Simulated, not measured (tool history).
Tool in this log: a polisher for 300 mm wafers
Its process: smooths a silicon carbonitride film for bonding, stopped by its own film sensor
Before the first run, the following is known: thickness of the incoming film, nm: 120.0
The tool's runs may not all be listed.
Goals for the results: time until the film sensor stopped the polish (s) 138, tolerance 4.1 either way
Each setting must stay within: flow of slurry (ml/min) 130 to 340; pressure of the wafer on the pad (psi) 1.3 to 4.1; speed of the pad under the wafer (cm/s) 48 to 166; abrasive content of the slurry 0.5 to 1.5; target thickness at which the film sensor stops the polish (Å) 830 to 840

run,hour,flow of slurry (ml/min),pressure of the wafer on the pad (psi),speed of the pad under the wafer (cm/s),abrasive content of the slurry,target thickness at which the film sensor stops the polish (Å),time until the film sensor stopped the polish (s)
1,0,220,2.7,106,1,840,98.027
2,1.4,220,3,106,1,840,87.949
3,9.2,215,2.7,106,1,840,97.912
4,12,240,2.7,106,1,840,96.078
5,18.5,240,2.7,106,1,830,97.419
6,20.4,240,2.7,128,1,830,85.481
7,27.1,225,2.4,128,1,830,94.178
8,30.6,220,2.1,128,1,830,107.85
9,35.3,210,2,128,1,830,114.47
10,37.2,200,1.9,128,1,830,119.6
11,42.4,190,1.8,128,1,830,126.94
12,48.7,180,1.8,128,1,830,125.8

Which single option among these 4 for the next run brings every result within its allowed miss of target? Just one does.
A,55,165,2,90,1.05,830,?
B,55,150,1.5,128,1.05,840,?
C,55,170,1.7,152,0.8,840,?
D,55,165,1.6,130,1.1,840,?

move,time until the film sensor stopped the polish (s)
A,150.57
B,145.31
C,136.65
D,129.32
A: moves the result that the last run missed by most past its target, out the other side
B: moves the result that the last run missed by most past its target, out the other side
C: all results land within tolerance of their targets
D: nearer than the last run, and not there yet
Correct choice: C, which meets every target
